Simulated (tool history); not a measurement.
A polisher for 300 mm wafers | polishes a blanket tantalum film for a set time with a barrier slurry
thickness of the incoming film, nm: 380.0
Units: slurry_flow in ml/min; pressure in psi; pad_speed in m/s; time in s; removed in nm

| run | hour | slurry_flow | pressure | pad_speed | slurry_solids | time | removed |
|---|---|---|---|---|---|---|---|
| 1 | 0.0 | 190 | 1.4 | 1.00 | 1.00 | 38 | 37.426 |
| 2 | 5.7 | 190 | 1.4 | 1.00 | 0.85 | 38 | 35.848 |
| 3 | 11.8 | 170 | 1.4 | 1.00 | 0.85 | 38 | 35.008 |
| 4 | 20.8 | 170 | 1.4 | 1.00 | 0.85 | 38 | 35.234 |
| 5 | 22.6 | 180 | 1.5 | 1.00 | 0.85 | 38 | 37.497 |
| 6 | 30.9 | 180 | 1.8 | 1.00 | 0.85 | 38 | 43.215 |
| 7 | 36.2 | 185 | 1.8 | 1.00 | 0.85 | 38 | 43.210 |

Forecast run 8:
| 8 | 39.1 | 190 | 1.8 | 1.00 | 0.85 | 38 | ? |

removed: 43.624 nm

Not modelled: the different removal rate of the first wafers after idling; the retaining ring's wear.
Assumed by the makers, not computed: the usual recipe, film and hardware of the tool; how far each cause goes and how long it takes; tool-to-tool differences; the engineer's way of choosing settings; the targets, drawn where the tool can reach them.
